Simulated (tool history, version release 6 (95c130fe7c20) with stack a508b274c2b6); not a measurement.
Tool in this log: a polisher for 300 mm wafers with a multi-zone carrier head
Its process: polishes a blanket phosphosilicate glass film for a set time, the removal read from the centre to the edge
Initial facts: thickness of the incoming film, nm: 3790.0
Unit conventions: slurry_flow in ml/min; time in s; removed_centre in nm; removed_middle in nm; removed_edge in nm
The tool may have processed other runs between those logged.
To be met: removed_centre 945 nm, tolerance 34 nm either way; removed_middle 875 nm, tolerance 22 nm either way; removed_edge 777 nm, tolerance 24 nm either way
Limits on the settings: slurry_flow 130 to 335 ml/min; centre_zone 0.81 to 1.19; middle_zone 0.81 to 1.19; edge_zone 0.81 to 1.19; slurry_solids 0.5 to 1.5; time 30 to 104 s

run,hour,slurry_flow,centre_zone,middle_zone,edge_zone,slurry_solids,time,removed_centre,removed_middle,removed_edge
1,0,215,1,1,1,1,67,549.94,535.16,538.59
2,4.6,215,1.07,1,1,1,67,576.51,535.67,547.49
3,11.2,185,1.07,1,1,1,67,576.53,522.53,532.75
4,14.5,185,1.07,1,1,1,81,681.05,633.04,645.72
5,17,185,1.02,1,1,1,81,660.72,635.53,654.11
6,18.3,190,1.04,1.01,0.99,1.05,81,678.98,642.69,646.32
7,26.5,200,1.06,1.03,1,1.1,81,707.24,678.25,668.82
8,33.1,205,1.08,1.04,1,1.15,81,724.79,694.01,679.58
9,34.8,210,1.09,1.05,0.99,1.2,82,764.98,720.98,688.35
10,36.3,215,1.1,1.06,1,1.25,82,770.56,740.13,711.36
11,43.9,220,1.11,1.06,0.99,1.3,82,803.93,742.79,712.78
12,52.6,225,1.12,1.07,0.99,1.3,82,798.41,758.05,719.78
13,55.8,230,1.13,1.07,0.98,1.3,82,831.42,759.2,705.2
14,60,235,1.14,1.08,0.99,1.3,82,824.97,763.24,726.22
15,64.9,240,1.15,1.09,0.99,1.3,82,840.53,771.25,723.35

Exactly one of the 5 candidate moves below puts every result within its allowed miss. Which one?
A,69.8,265,0.96,1.19,0.87,1.5,85,?,?,?
B,69.8,255,1.16,1.11,0.92,1.15,93,?,?,?
C,69.8,240,1.08,1.14,0.98,1.5,85,?,?,?
D,69.8,145,1.12,1.17,1.07,1.45,77,?,?,?
E,69.8,240,1.03,0.99,1.19,1.3,79,?,?,?

move,removed_centre,removed_middle,removed_edge
A,773.7,911.69,734.22
B,946.82,868.33,764.26
C,859.12,867.16,769.33
D,723.18,727.32,674.53
E,731.24,687.19,759.4
A: moves the result that the last run missed by most past its target, out the other side
B: hits every target within its allowed miss
C: gets the furthest-off result to its target, but another result is out of tolerance
D: the biggest miss grows against the last run
E: the biggest miss grows against the last run
The right move is B.
